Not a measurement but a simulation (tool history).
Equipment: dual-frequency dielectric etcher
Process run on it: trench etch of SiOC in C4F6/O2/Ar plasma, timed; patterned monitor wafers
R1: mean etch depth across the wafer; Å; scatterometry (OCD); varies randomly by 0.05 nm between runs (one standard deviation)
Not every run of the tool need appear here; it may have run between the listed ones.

run 1 day=0.000 | source_power_(W)=310 bias_power_(W)=210 etch_time_(s)=8.5 | R1=176.73
run 2 day=0.342 | source_power_(W)=310 bias_power_(W)=231 etch_time_(s)=8.5 | R1=180.09
run 3 day=0.638 | source_power_(W)=290 bias_power_(W)=228 etch_time_(s)=8.5 | R1=178.07
run 4 day=0.758 | source_power_(W)=290 bias_power_(W)=228 etch_time_(s)=8.5 | R1=176.01
run 5 day=0.904 | source_power_(W)=290 bias_power_(W)=228 etch_time_(s)=7.5 | R1=156.42
run 6 day=1.004 | source_power_(W)=340 bias_power_(W)=228 etch_time_(s)=7.5 | R1=163.25
run 7 day=1.292 | source_power_(W)=330 bias_power_(W)=223 etch_time_(s)=7.5 | R1=161.32

For run 8, what comes out?
run 8 day=1.538 | source_power_(W)=320 bias_power_(W)=220 etch_time_(s)=7.5 | R1=?

R1: 159.83 Å
